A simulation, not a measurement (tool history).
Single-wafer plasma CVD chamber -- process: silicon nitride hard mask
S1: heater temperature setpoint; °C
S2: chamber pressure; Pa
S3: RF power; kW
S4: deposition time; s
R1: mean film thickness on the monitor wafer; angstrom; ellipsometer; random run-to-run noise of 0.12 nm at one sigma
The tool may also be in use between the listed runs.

run	hour	S1	S2	S3	S4	R1
1	0.0	400	147	0.270	36.6	358.79
2	1.1	400	152	0.270	36.6	361.96
3	7.5	400	157	0.270	36.6	365.22
4	8.8	400	157	0.270	37.7	375.70
5	13.5	400	161	0.270	37.7	376.59
6	18.9	409	161	0.270	37.7	375.99

Forecast run 7:
7	27.5	409	165	0.270	37.7	?

R1: 379.19 angstrom

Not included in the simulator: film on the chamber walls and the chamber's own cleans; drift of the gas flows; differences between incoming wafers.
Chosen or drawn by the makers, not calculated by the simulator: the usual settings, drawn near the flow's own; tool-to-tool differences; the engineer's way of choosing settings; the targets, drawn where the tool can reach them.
